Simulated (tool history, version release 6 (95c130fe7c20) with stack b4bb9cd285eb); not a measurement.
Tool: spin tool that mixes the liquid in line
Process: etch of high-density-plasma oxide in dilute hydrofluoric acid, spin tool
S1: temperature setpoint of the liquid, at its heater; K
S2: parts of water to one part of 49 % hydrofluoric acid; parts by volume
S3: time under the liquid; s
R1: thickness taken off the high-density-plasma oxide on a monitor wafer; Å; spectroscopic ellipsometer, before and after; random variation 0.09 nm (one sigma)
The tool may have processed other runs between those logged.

{"run": 1, "hour": 0.0, "S1": 295.15, "S2": 250, "S3": 310, "R1": 59.83}
{"run": 2, "hour": 7.5, "S1": 295.15, "S2": 315, "S3": 310, "R1": 44.325}
{"run": 3, "hour": 10.4, "S1": 296.65, "S2": 300, "S3": 310, "R1": 49.815}
{"run": 4, "hour": 15.9, "S1": 297.65, "S2": 290, "S3": 310, "R1": 54.069}
{"run": 5, "hour": 16.5, "S1": 297.65, "S2": 330, "S3": 310, "R1": 46.88}
{"run": 6, "hour": 25.3, "S1": 294.15, "S2": 330, "S3": 310, "R1": 40.526}
{"run": 7, "hour": 33.1, "S1": 295.65, "S2": 310, "S3": 310, "R1": 46.857}
{"hour": 35.0, "done": "hydrofluoric acid flow meter replaced"}
{"run": 8, "hour": 35.0, "S1": 296.65, "S2": 295, "S3": 310, "R1": 46.499}

Run 9, settings as shown, results not yet in. Your forecast:
{"run": 9, "hour": 43.3, "S1": 296.65, "S2": 195, "S3": 315, "R1": "?"}

Run 9 gave R1 79.611 Å.
